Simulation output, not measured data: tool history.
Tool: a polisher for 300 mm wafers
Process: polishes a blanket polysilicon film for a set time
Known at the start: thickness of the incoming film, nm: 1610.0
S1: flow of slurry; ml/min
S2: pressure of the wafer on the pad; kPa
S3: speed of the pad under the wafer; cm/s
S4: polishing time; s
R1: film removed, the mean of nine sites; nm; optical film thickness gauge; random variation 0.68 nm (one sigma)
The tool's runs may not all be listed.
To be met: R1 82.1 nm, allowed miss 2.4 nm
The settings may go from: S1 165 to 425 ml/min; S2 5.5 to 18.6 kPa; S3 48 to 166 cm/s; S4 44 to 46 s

run    day   S1    S2   S3  S4      R1
  1      0  275  11.7  106  44  186.21
  2  0.108  275  10.3  100  44  156.41
  3  0.183  315  10.3  100  44  156.63
  4  0.458  315  10.3  100  44  159.13
  5  0.679  315  10.3  122  44  184.56
  6  0.754  315     9  110  44  150.31
  7  1.092  315   8.3  102  44  131.36
  8  1.371  315   7.6   96  44  117.53
     1.588  -- head pressure recalibrated
  9  1.588  315   6.9   92  44  117.58

5 next moves are on the table. One of them brings every result within its allowed miss. Which?
  A  1.804  255  5.5  76  44   ?
  B  1.804  350  6.2  58  44   ?
  C  1.804  315  5.5  68  44   ?
  D  1.804  300  5.5  68  44   ?
  E  1.804  305  6.2  74  45   ?

move      R1
   A  82.129
   B  76.603
   C  77.261
   D  76.906
   E  92.424
A: meets every target
B: takes the result that was furthest off past its target
C: takes the result that was furthest off past its target
D: takes the result that was furthest off past its target
E: nearer than the last run, and not there yet
Answer: A
